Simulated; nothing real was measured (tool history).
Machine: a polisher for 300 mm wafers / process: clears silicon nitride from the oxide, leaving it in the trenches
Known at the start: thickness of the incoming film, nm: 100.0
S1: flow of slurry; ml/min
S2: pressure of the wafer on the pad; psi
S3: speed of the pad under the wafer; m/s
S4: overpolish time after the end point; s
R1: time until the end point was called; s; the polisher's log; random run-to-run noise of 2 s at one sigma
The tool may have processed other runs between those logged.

run,hour,S1,S2,S3,S4,R1
1,0,165,3.4,0.8,41,94.669
2,1.4,145,3.4,0.8,41,96.818
3,3.9,140,2.9,0.76,41,117.91
4,9,115,2.9,0.76,41,121.07
5,14.2,115,3.2,0.76,41,111.92
6,15.5,115,3.2,0.76,44,110.29
7,20,115,2.8,0.72,44,131.87
8,22.1,115,2.5,0.7,44,154.81

Run 9 comes next. What will it give?
9,27.3,115,2.3,0.7,44,?

Logged for run 9: R1 163.69 s.
